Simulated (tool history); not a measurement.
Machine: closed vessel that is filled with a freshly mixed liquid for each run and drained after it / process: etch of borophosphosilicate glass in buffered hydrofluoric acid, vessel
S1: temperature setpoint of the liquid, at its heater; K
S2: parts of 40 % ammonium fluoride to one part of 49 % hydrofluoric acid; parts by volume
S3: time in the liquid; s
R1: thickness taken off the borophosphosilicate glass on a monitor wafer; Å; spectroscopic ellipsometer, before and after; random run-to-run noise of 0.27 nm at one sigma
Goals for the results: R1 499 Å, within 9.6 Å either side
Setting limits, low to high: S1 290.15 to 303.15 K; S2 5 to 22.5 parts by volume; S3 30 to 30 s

| run | hour | S1 | S2 | S3 | R1 |
|---|---|---|---|---|---|
| 1 | 0 | 295.15 | 13.5 | 30 | 484.93 |
| 2 | 8.8 | 292.65 | 13.5 | 30 | 420.72 |
| 3 | 12.3 | 292.65 | 17 | 30 | 333.28 |
| 4 | 21.2 | 294.65 | 17 | 30 | 372.45 |
| 5 | 23.9 | 297.65 | 17 | 30 | 438.36 |
| 6 | 28.5 | 295.15 | 17 | 30 | 384.68 |
| 7 | 32.8 | 296.65 | 17 | 30 | 417.99 |
| 8 | 41.2 | 297.65 | 17 | 30 | 435.18 |
| 9 | 48.5 | 298.65 | 17 | 30 | 462.27 |
| 10 | 49.1 | 299.15 | 17 | 30 | 475.78 |
| 11 | 53.5 | 299.65 | 17 | 30 | 483.08 |

Which of these 4 next moves meets every target?
| A | 57.9 | 300.65 | 17.5 | 30 | ? |
| B | 57.9 | 300.65 | 18.5 | 30 | ? |
| C | 57.9 | 302.65 | 21 | 30 | ? |
| D | 57.9 | 300.15 | 19 | 30 | ? |

| move | R1 |
|---|---|
| A | 500.03 |
| B | 473.39 |
| C | 470.52 |
| D | 449.19 |
A: every result lands within tolerance
B: further off than the last run
C: further off than the last run
D: further off than the last run
A is the move that brings every result within its allowed miss.
